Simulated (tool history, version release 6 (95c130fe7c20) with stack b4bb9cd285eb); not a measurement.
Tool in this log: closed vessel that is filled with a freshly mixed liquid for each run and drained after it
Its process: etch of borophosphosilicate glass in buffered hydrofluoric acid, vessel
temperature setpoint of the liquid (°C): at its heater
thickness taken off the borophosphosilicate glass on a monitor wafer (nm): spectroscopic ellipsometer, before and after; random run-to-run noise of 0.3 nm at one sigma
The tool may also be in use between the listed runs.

run	day	temperature setpoint of the liquid (°C)	parts of 40 % ammonium fluoride to one part of 49 % hydrofluoric acid (parts by volume)	time in the liquid (s)	thickness taken off the borophosphosilicate glass on a monitor wafer (nm)
1	0	22	12	95	118.42
2	0.158	22	12	95	118.28
3	0.412	22	12	100	125.35
4	0.538	22	12	100	124.3
5	0.6	20.5	13	100	105.92
6	0.875	20.5	11	100	124.97

Run 7 is up next; what results do you expect?
7	1.217	19.5	12	100	?

thickness taken off the borophosphosilicate glass on a monitor wafer (nm): 108.72
